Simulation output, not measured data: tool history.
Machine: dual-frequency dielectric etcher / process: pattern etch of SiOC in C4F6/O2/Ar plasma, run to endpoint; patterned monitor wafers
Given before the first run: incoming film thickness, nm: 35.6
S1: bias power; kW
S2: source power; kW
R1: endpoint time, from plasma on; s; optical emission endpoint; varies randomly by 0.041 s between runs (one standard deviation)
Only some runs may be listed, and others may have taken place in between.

run	day	S1	S2	R1
1	0.000	0.463	0.400	12.524
2	0.129	0.428	0.400	12.884
3	0.246	0.428	0.460	12.219
4	0.500	0.461	0.460	11.873
5	0.542	0.501	0.470	11.365
6	0.704	0.529	0.480	11.052
7	1.062	0.551	0.490	10.892
8	1.108	0.570	0.500	10.525
9	1.212	0.579	0.500	10.481

Run 10, settings as shown, results not yet in. Your forecast:
10	1.346	0.587	0.500	?

Run 10 produced R1 10.494 s.
